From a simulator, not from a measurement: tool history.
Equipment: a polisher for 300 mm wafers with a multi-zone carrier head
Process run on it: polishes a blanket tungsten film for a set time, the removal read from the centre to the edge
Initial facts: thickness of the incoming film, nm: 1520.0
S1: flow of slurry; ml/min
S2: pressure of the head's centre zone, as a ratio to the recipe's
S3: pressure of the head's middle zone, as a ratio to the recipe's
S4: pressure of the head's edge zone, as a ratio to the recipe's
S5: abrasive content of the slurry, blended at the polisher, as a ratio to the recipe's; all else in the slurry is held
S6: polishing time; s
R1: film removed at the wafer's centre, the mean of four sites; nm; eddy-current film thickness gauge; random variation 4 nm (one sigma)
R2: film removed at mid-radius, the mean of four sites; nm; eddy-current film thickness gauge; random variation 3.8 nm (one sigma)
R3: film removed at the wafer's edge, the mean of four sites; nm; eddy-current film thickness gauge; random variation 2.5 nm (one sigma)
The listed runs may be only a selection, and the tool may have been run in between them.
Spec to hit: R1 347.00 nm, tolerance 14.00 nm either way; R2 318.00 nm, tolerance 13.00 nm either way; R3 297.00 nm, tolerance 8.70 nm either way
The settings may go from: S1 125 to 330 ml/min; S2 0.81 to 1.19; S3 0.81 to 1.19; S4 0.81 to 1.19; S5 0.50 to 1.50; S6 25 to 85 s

{"run": 1, "day": 0.0, "S1": 210, "S2": 1.0, "S3": 1.0, "S4": 1.0, "S5": 1.0, "S6": 55, "R1": 256.24, "R2": 264.09, "R3": 264.44}
{"run": 2, "day": 0.025, "S1": 160, "S2": 1.0, "S3": 1.0, "S4": 1.0, "S5": 1.0, "S6": 55, "R1": 249.92, "R2": 252.71, "R3": 255.25}
{"run": 3, "day": 0.171, "S1": 160, "S2": 1.0, "S3": 1.04, "S4": 1.0, "S5": 1.0, "S6": 55, "R1": 245.88, "R2": 255.58, "R3": 258.59}
{"run": 4, "day": 0.533, "S1": 160, "S2": 1.0, "S3": 0.96, "S4": 1.0, "S5": 1.0, "S6": 55, "R1": 250.58, "R2": 245.67, "R3": 260.81}
{"run": 5, "day": 0.833, "S1": 200, "S2": 1.0, "S3": 0.96, "S4": 1.0, "S5": 1.0, "S6": 55, "R1": 251.45, "R2": 254.47, "R3": 267.99}
{"run": 6, "day": 1.058, "S1": 200, "S2": 1.0, "S3": 0.96, "S4": 1.0, "S5": 1.0, "S6": 50, "R1": 233.76, "R2": 229.13, "R3": 242.98}
{"run": 7, "day": 1.358, "S1": 215, "S2": 1.04, "S3": 0.99, "S4": 1.0, "S5": 1.1, "S6": 51, "R1": 255.43, "R2": 246.04, "R3": 254.86}
{"run": 8, "day": 1.617, "S1": 230, "S2": 1.07, "S3": 1.02, "S4": 1.0, "S5": 1.2, "S6": 52, "R1": 278.22, "R2": 262.89, "R3": 263.16}
{"run": 9, "day": 1.9, "S1": 240, "S2": 1.09, "S3": 1.05, "S4": 1.01, "S5": 1.25, "S6": 52, "R1": 283.66, "R2": 268.44, "R3": 270.64}
{"run": 10, "day": 2.05, "S1": 250, "S2": 1.11, "S3": 1.07, "S4": 1.0, "S5": 1.3, "S6": 53, "R1": 293.8, "R2": 277.13, "R3": 278.72}
{"run": 11, "day": 2.246, "S1": 260, "S2": 1.13, "S3": 1.09, "S4": 0.97, "S5": 1.35, "S6": 54, "R1": 309.43, "R2": 295.01, "R3": 280.49}
{"run": 12, "day": 2.558, "S1": 265, "S2": 1.14, "S3": 1.1, "S4": 0.97, "S5": 1.4, "S6": 54, "R1": 310.53, "R2": 291.15, "R3": 282.29}
{"run": 13, "day": 2.879, "S1": 270, "S2": 1.15, "S3": 1.11, "S4": 0.96, "S5": 1.4, "S6": 55, "R1": 321.2, "R2": 313.79, "R3": 283.51}
{"run": 14, "day": 3.112, "S1": 275, "S2": 1.16, "S3": 1.11, "S4": 0.96, "S5": 1.4, "S6": 55, "R1": 329.95, "R2": 299.45, "R3": 283.59}
{"run": 15, "day": 3.354, "S1": 280, "S2": 1.17, "S3": 1.12, "S4": 0.96, "S5": 1.4, "S6": 55, "R1": 325.66, "R2": 311.13, "R3": 286.12}

Next run, 4 choices. One meets every target within its allowed miss, the rest don't. Which?
{"run": "A", "day": 3.596, "S1": 295, "S2": 1.09, "S3": 1.11, "S4": 0.92, "S5": 1.2, "S6": 59, "R1": "?", "R2": "?", "R3": "?"}
{"run": "B", "day": 3.596, "S1": 275, "S2": 1.08, "S3": 1.19, "S4": 1.15, "S5": 1.45, "S6": 55, "R1": "?", "R2": "?", "R3": "?"}
{"run": "C", "day": 3.596, "S1": 300, "S2": 1.08, "S3": 1.19, "S4": 0.94, "S5": 1.35, "S6": 55, "R1": "?", "R2": "?", "R3": "?"}
{"run": "D", "day": 3.596, "S1": 185, "S2": 1.19, "S3": 1.12, "S4": 0.93, "S5": 1.25, "S6": 62, "R1": "?", "R2": "?", "R3": "?"}

move=A R1=317.46 R2=318.97 R3=293.20
move=B R1=302.73 R2=318.37 R3=314.76
move=C R1=301.38 R2=316.75 R3=282.85
move=D R1=337.22 R2=318.56 R3=297.68
A: moves away from the targets compared with the last run
B: moves away from the targets compared with the last run
C: moves away from the targets compared with the last run
D: hits every target within its allowed miss
The right move is D.
